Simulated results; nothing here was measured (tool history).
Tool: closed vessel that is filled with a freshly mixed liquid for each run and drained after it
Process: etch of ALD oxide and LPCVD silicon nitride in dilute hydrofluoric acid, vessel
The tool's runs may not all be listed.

run,day,temperature setpoint of the liquid (°C),parts of water to one part of 49 % hydrofluoric acid (parts by volume),time in the liquid (s),thickness taken off the ALD oxide on a monitor wafer (angstrom),thickness taken off the LPCVD silicon nitride on a monitor wafer (angstrom)
1,0,20,260,90,52.514,1.0441
2,0.154,20,260,110,65.356,0.94983
3,0.375,23,260,110,71.92,1.356
4,0.646,23,335,110,51.411,1.7037
5,0.954,22,350,110,47.021,2.3577
6,1.079,22,300,110,57.825,1.9264
7,1.171,18,405,105,32.769,1.1669
8,1.512,18,410,105,31.586,1.6256
9,1.788,18,410,105,31.757,1.0981
10,1.912,18,415,105,31.127,0.97778

Run 11 comes next. What will it give?
11,2.133,17,460,105,?,?

Run 11 gave thickness taken off the ALD oxide on a monitor wafer (angstrom) 26.431, thickness taken off the LPCVD silicon nitride on a monitor wafer (angstrom) 1.0145.
